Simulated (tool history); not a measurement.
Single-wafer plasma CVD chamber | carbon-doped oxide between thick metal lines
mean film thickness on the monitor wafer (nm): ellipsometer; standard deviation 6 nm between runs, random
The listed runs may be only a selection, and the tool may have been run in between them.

run,hour,heater temperature setpoint (K),chamber pressure (Torr),RF power (W),deposition time (s),mean film thickness on the monitor wafer (nm)
1,0,633.15,4.89,385,252,968.78
2,8.9,623.15,4.89,385,252,986.85
3,10.2,623.15,5.08,395,252,1016.1
4,13,623.15,5.08,425,252,1085.5
5,13.7,623.15,5.68,425,252,1113
6,20.8,623.15,6.16,425,252,1110.1
7,27,622.15,6.21,425,252,1126.9

Forecast run 8:
8,31.4,622.15,6.25,425,252,?

{"run 8": {"mean film thickness on the monitor wafer (nm)": 1121.7}}

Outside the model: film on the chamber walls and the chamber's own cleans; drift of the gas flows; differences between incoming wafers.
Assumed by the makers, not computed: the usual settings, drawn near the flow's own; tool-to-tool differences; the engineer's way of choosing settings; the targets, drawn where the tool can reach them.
